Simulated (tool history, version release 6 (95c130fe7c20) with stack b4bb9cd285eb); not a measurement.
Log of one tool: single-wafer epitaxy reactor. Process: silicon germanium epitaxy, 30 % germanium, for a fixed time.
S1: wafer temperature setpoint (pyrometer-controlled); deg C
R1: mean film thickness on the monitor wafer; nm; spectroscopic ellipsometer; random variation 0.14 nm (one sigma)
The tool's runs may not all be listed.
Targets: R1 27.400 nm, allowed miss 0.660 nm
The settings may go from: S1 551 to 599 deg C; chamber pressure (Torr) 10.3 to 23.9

{"run": 1, "hour": 0.0, "S1": 575, "chamber pressure (Torr)": 17.1, "R1": 35.906}
{"run": 2, "hour": 8.8, "S1": 579, "chamber pressure (Torr)": 17.1, "R1": 38.3}
{"run": 3, "hour": 12.7, "S1": 575, "chamber pressure (Torr)": 17.0, "R1": 35.885}
{"run": 4, "hour": 18.9, "S1": 572, "chamber pressure (Torr)": 16.9, "R1": 33.544}
{"run": 5, "hour": 20.2, "S1": 572, "chamber pressure (Torr)": 19.8, "R1": 35.367}
{"run": 6, "hour": 24.0, "S1": 581, "chamber pressure (Torr)": 19.8, "R1": 41.804}
{"run": 7, "hour": 29.3, "S1": 577, "chamber pressure (Torr)": 19.7, "R1": 38.382}
{"run": 8, "hour": 32.9, "S1": 574, "chamber pressure (Torr)": 19.6, "R1": 36.096}
{"run": 9, "hour": 40.2, "S1": 571, "chamber pressure (Torr)": 19.5, "R1": 34.103}
{"run": 10, "hour": 44.5, "S1": 569, "chamber pressure (Torr)": 19.4, "R1": 32.963}
{"run": 11, "hour": 51.3, "S1": 567, "chamber pressure (Torr)": 19.3, "R1": 31.975}
{"run": 12, "hour": 55.1, "S1": 565, "chamber pressure (Torr)": 19.2, "R1": 30.686}
{"run": 13, "hour": 60.2, "S1": 564, "chamber pressure (Torr)": 19.2, "R1": 30.056}
{"run": 14, "hour": 69.0, "S1": 563, "chamber pressure (Torr)": 19.2, "R1": 29.6}

4 next moves are on the table. One of them brings every result within its allowed miss. Which?
{"run": "A", "hour": 77.8, "S1": 559, "chamber pressure (Torr)": 18.9, "R1": "?"}
{"run": "B", "hour": 77.8, "S1": 560, "chamber pressure (Torr)": 21.7, "R1": "?"}
{"run": "C", "hour": 77.8, "S1": 561, "chamber pressure (Torr)": 19.0, "R1": "?"}
{"run": "D", "hour": 77.8, "S1": 563, "chamber pressure (Torr)": 17.3, "R1": "?"}

move=A R1=27.221
move=B R1=28.801
move=C R1=28.297
move=D R1=28.653
A: meets every target
B: nearer than the last run, and not there yet
C: nearer than the last run, and not there yet
D: nearer than the last run, and not there yet
The right move is A.
